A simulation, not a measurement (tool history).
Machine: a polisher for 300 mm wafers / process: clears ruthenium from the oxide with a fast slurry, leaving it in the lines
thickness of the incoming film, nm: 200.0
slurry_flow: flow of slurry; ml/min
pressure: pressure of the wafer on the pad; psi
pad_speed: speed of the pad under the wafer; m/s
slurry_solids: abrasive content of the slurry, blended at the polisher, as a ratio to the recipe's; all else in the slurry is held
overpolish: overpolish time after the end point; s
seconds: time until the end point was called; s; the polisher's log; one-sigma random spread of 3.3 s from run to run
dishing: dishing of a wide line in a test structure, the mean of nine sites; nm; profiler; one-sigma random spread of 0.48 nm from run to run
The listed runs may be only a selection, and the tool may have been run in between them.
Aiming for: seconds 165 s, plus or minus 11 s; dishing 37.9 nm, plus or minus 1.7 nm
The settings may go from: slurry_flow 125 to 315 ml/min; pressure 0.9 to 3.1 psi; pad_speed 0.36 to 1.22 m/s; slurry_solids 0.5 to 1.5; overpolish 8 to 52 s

{"run": 1, "day": 0.0, "slurry_flow": 205, "pressure": 2, "pad_speed": 0.78, "slurry_solids": 1, "overpolish": 26, "seconds": 93.979, "dishing": 41.452}
{"run": 2, "day": 0.296, "slurry_flow": 205, "pressure": 1.7, "pad_speed": 0.78, "slurry_solids": 1, "overpolish": 29, "seconds": 107.58, "dishing": 40.652}
{"run": 3, "day": 0.583, "slurry_flow": 185, "pressure": 1.7, "pad_speed": 0.78, "slurry_solids": 1, "overpolish": 29, "seconds": 106.15, "dishing": 41.174}
{"run": 4, "day": 0.667, "slurry_flow": 185, "pressure": 1.5, "pad_speed": 0.76, "slurry_solids": 1, "overpolish": 31, "seconds": 121.78, "dishing": 38.754}
{"run": 5, "day": 0.75, "slurry_flow": 185, "pressure": 1.8, "pad_speed": 0.76, "slurry_solids": 1, "overpolish": 31, "seconds": 105.99, "dishing": 44.938}
{"run": 6, "day": 1.025, "slurry_flow": 185, "pressure": 1.8, "pad_speed": 0.62, "slurry_solids": 1, "overpolish": 31, "seconds": 128.68, "dishing": 37.611}
{"run": 7, "day": 1.158, "slurry_flow": 185, "pressure": 1.7, "pad_speed": 0.62, "slurry_solids": 1, "overpolish": 33, "seconds": 135.93, "dishing": 38.033}
{"run": 8, "day": 1.204, "slurry_flow": 185, "pressure": 1.6, "pad_speed": 0.62, "slurry_solids": 1, "overpolish": 34, "seconds": 143.18, "dishing": 37.64}

5 candidate next runs follow, results not yet known. Just one meets every target within its allowed miss. Identify it.
{"run": "A", "day": 1.25, "slurry_flow": 190, "pressure": 1.3, "pad_speed": 0.54, "slurry_solids": 0.95, "overpolish": 39, "seconds": "?", "dishing": "?"}
{"run": "B", "day": 1.25, "slurry_flow": 190, "pressure": 1.9, "pad_speed": 0.46, "slurry_solids": 0.9, "overpolish": 41, "seconds": "?", "dishing": "?"}
{"run": "C", "day": 1.25, "slurry_flow": 220, "pressure": 1.8, "pad_speed": 0.56, "slurry_solids": 1, "overpolish": 31, "seconds": "?", "dishing": "?"}
{"run": "D", "day": 1.25, "slurry_flow": 125, "pressure": 1.5, "pad_speed": 0.58, "slurry_solids": 1.15, "overpolish": 35, "seconds": "?", "dishing": "?"}
{"run": "E", "day": 1.25, "slurry_flow": 210, "pressure": 2.1, "pad_speed": 0.52, "slurry_solids": 1.05, "overpolish": 32, "seconds": "?", "dishing": "?"}

move=A seconds=195.75 dishing=33.131
move=B seconds=169.26 dishing=38.839
move=C seconds=138.64 dishing=36.42
move=D seconds=165.4 dishing=34.819
move=E seconds=128.88 dishing=39.609
A: takes the biggest miss from the last run beyond its target
B: all results in spec
C: misses by more than the last run did
D: puts the biggest miss on target and leaves a different result outside tolerance
E: misses by more than the last run did
So the answer is move B, the one that meets all the targets.
